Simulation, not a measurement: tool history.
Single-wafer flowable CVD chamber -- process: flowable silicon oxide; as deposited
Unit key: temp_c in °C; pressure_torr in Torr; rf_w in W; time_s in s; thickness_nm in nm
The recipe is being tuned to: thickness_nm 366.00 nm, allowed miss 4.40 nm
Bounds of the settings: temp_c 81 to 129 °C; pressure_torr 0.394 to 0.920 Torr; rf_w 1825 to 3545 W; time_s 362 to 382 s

run 1 day=0.000 | temp_c=105 pressure_torr=0.657 rf_w=2685 time_s=382 | thickness_nm=160.77
run 2 day=0.338 | temp_c=109 pressure_torr=0.657 rf_w=2685 time_s=382 | thickness_nm=140.31
run 3 day=0.496 | temp_c=109 pressure_torr=0.657 rf_w=2355 time_s=382 | thickness_nm=136.20
run 4 day=0.717 | temp_c=109 pressure_torr=0.657 rf_w=2040 time_s=382 | thickness_nm=132.33
run 5 day=0.896 | temp_c=102 pressure_torr=0.667 rf_w=2040 time_s=382 | thickness_nm=172.31
run 6 day=1.250 | temp_c=102 pressure_torr=0.727 rf_w=2040 time_s=382 | thickness_nm=187.44
run 7 day=1.308 | temp_c=90 pressure_torr=0.728 rf_w=2040 time_s=382 | thickness_nm=287.09
run 8 day=1.567 | temp_c=88 pressure_torr=0.728 rf_w=2040 time_s=382 | thickness_nm=303.38
run 9 day=1.729 | temp_c=81 pressure_torr=0.728 rf_w=2040 time_s=382 | thickness_nm=378.13

Consider the 4 candidate settings below. Which is the only one whose results all fall within their allowed miss of target?
run A day=1.892 | temp_c=85 pressure_torr=0.827 rf_w=2430 time_s=382 | thickness_nm=?
run B day=1.892 | temp_c=85 pressure_torr=0.802 rf_w=2125 time_s=374 | thickness_nm=?
run C day=1.892 | temp_c=81 pressure_torr=0.735 rf_w=2550 time_s=364 | thickness_nm=?
run D day=1.892 | temp_c=82 pressure_torr=0.748 rf_w=2170 time_s=382 | thickness_nm=?

move=A thickness_nm=396.17
move=B thickness_nm=365.66
move=C thickness_nm=384.64
move=D thickness_nm=386.02
A: lands further from the targets than the last run did
B: in spec on every target
C: lands further from the targets than the last run did
D: lands further from the targets than the last run did
B meets every target.
